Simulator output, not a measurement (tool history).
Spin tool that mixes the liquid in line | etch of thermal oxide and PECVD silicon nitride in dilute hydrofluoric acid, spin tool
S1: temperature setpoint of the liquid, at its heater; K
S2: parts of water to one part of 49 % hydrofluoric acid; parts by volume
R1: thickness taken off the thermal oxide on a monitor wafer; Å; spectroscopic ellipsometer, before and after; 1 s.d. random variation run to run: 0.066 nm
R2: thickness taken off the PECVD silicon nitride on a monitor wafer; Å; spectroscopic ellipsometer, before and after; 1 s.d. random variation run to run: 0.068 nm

Run 1, hour 0.0: S1 293.15 K, S2 200 parts by volume, time under the liquid (s) 180. Result: R1 31.713 Å, R2 25.839 Å.
Run 2, hour 2.8: S1 294.65 K, S2 200 parts by volume, time under the liquid (s) 180. Result: R1 33.852 Å, R2 28.286 Å.
Run 3, hour 8.1: S1 294.65 K, S2 230 parts by volume, time under the liquid (s) 180. Result: R1 28.488 Å, R2 24.991 Å.
Run 4, hour 9.5: S1 295.15 K, S2 215 parts by volume, time under the liquid (s) 180. Result: R1 31.384 Å, R2 27.539 Å.
Run 5, hour 15.0: S1 295.65 K, S2 200 parts by volume, time under the liquid (s) 180. Result: R1 34.885 Å, R2 30.060 Å.
Run 6, hour 16.6: S1 295.65 K, S2 200 parts by volume, time under the liquid (s) 145. Result: R1 27.851 Å, R2 24.113 Å.
Run 7, hour 18.8: S1 296.15 K, S2 185 parts by volume, time under the liquid (s) 150. Result: R1 32.888 Å, R2 28.037 Å.
Run 8, hour 22.8: S1 296.65 K, S2 175 parts by volume, time under the liquid (s) 155. Result: R1 36.450 Å, R2 31.268 Å.
Run 9, hour 24.7: S1 297.15 K, S2 165 parts by volume, time under the liquid (s) 155. Result: R1 40.034 Å, R2 34.354 Å.
Run 10, hour 30.6: S1 297.65 K, S2 155 parts by volume, time under the liquid (s) 155. Result: R1 44.312 Å, R2 37.953 Å.
Run 11, hour 35.5: S1 298.15 K, S2 145 parts by volume, time under the liquid (s) 155. Result: R1 48.790 Å, R2 42.190 Å.
Run 12, hour 39.7: S1 298.65 K, S2 135 parts by volume, time under the liquid (s) 155. Result: R1 53.884 Å, R2 46.748 Å.
Run 13, hour 43.6: S1 298.65 K, S2 130 parts by volume, time under the liquid (s) 155. Result: R1 56.550 Å, R2 48.232 Å.

Run 14, settings as shown, results not yet in. Your forecast:
Run 14, hour 51.3: S1 298.65 K, S2 125 parts by volume, time under the liquid (s) 155. Result: R1 ?, R2 ?.

R1: 58.082 Å
R2: 50.585 Å
